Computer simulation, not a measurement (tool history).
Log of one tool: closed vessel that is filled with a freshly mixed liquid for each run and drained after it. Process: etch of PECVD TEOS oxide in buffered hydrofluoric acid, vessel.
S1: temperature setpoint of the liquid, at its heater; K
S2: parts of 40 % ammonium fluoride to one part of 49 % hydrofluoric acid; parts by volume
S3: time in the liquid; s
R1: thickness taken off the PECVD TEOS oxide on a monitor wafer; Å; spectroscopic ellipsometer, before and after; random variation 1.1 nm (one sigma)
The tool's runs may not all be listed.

run,hour,S1,S2,S3,R1
1,0.0,295.15,7.5,100,2207.3
2,3.4,295.15,7.5,100,2206.6
3,7.7,294.65,7.5,100,2174.4
4,14.0,294.65,7.5,105,2282.0
5,14.9,294.15,7.5,105,2198.1
6,23.4,293.65,7.5,105,2159.9
7,26.5,293.15,7.5,105,2109.9
8,34.5,292.65,8.0,105,1899.8
9,37.4,292.15,8.0,105,1846.0
10,37.9,291.15,9.0,105,1517.3

For run 11, what comes out?
11,46.9,291.15,9.0,105,?

{"run 11": {"R1": 1547.6}}
